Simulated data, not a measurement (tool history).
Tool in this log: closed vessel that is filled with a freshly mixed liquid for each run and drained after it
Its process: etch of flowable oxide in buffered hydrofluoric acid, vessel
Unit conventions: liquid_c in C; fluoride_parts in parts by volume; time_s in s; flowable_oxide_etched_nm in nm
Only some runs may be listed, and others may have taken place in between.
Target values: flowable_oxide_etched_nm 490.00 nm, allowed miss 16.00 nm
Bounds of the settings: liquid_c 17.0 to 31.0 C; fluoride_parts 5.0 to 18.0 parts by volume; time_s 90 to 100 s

Run 1, day 0.000: liquid_c 23.0 C, fluoride_parts 11.0 parts by volume, time_s 90 s. Result: flowable_oxide_etched_nm 242.96 nm.
Run 2, day 0.208: liquid_c 24.0 C, fluoride_parts 10.5 parts by volume, time_s 90 s. Result: flowable_oxide_etched_nm 265.93 nm.
Run 3, day 0.296: liquid_c 24.0 C, fluoride_parts 10.5 parts by volume, time_s 90 s. Result: flowable_oxide_etched_nm 267.35 nm.
Run 4, day 0.429: liquid_c 25.0 C, fluoride_parts 10.0 parts by volume, time_s 90 s. Result: flowable_oxide_etched_nm 292.98 nm.
Run 5, day 0.558: liquid_c 25.0 C, fluoride_parts 10.0 parts by volume, time_s 90 s. Result: flowable_oxide_etched_nm 292.39 nm.
Run 6, day 0.792: liquid_c 25.0 C, fluoride_parts 10.0 parts by volume, time_s 100 s. Result: flowable_oxide_etched_nm 327.25 nm.
Run 7, day 0.975: liquid_c 26.0 C, fluoride_parts 9.5 parts by volume, time_s 100 s. Result: flowable_oxide_etched_nm 356.00 nm.
Run 8, day 1.304: liquid_c 26.5 C, fluoride_parts 9.0 parts by volume, time_s 100 s. Result: flowable_oxide_etched_nm 378.71 nm.

Below are 5 possible settings for the next run. Only one of them brings all results inside the allowed miss of their targets. Which is it?
Run A, day 1.633: liquid_c 26.5 C, fluoride_parts 7.0 parts by volume, time_s 90 s. Result: flowable_oxide_etched_nm ?.
Run B, day 1.633: liquid_c 25.5 C, fluoride_parts 9.0 parts by volume, time_s 95 s. Result: flowable_oxide_etched_nm ?.
Run C, day 1.633: liquid_c 27.0 C, fluoride_parts 7.5 parts by volume, time_s 95 s. Result: flowable_oxide_etched_nm ?.
Run D, day 1.633: liquid_c 24.5 C, fluoride_parts 6.0 parts by volume, time_s 95 s. Result: flowable_oxide_etched_nm ?.
Run E, day 1.633: liquid_c 26.0 C, fluoride_parts 7.5 parts by volume, time_s 100 s. Result: flowable_oxide_etched_nm ?.

move  flowable_oxide_etched_nm
   A                    456.33
   B                    347.81
   C                    459.26
   D                    494.24
   E                    458.22
A: nearer than the last run, and not there yet
B: moves away from the targets compared with the last run
C: nearer than the last run, and not there yet
D: meets every target
E: nearer than the last run, and not there yet
Correct choice: D, which meets every target
